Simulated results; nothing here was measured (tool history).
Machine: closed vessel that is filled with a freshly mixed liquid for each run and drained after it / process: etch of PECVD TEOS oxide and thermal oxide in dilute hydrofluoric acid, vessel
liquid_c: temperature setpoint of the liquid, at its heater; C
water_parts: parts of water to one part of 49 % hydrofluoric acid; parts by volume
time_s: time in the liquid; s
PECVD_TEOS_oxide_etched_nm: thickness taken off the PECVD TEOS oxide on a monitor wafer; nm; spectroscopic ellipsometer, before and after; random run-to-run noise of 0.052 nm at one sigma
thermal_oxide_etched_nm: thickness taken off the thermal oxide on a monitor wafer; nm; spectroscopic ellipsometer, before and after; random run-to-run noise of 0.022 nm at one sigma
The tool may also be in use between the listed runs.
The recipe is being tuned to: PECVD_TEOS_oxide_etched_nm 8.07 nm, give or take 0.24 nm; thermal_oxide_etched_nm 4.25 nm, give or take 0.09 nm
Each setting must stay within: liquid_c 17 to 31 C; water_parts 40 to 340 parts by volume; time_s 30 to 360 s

run  hour  liquid_c  water_parts  time_s  PECVD_TEOS_oxide_etched_nm  thermal_oxide_etched_nm
  1     0        23          190     185                       8.562                   4.5277
  2   3.4        23          190     230                      10.724                   5.6712
  3  10.5      26.5          190     230                      12.255                   6.5148
  4  16.6        24          195     230                      10.836                   5.7231
  5  18.7      22.5          195     230                      10.286                   5.3778
  6  20.5      21.5          195     230                      9.8396                   5.1819
  7    26      20.5          195     230                      9.5516                   4.9812
  8  32.6        20          195     230                       9.309                   4.9115
  9  40.5      19.5          195     230                      9.0944                   4.7871
     42.4  -- thermometer replaced
 10  42.4        19          195     230                      9.3228                   4.9407
 11  48.8      18.5          200     230                      8.8903                   4.7595
 12  50.5      18.5          205     230                      8.7109                   4.5772
 13  51.6        18          205     230                      8.5996                   4.4518
 14  54.1        18          210     230                      8.3299                   4.3381

Which single option among these 4 for the next run brings every result within its allowed miss of target? Just one does.
  A  56.6        17          185     210                           ?                        ?
  B  56.6      18.5          195     210                           ?                        ?
  C  56.6        18          220     250                           ?                        ?
  D  56.6        17          105     105                           ?                        ?

move  PECVD_TEOS_oxide_etched_nm  thermal_oxide_etched_nm
   A                      8.4732                   4.4701
   B                       8.453                   4.4594
   C                      8.5443                   4.5076
   D                      8.0717                   4.2583
A: moves away from the targets compared with the last run
B: moves away from the targets compared with the last run
C: moves away from the targets compared with the last run
D: each result inside its tolerance
D meets every target.
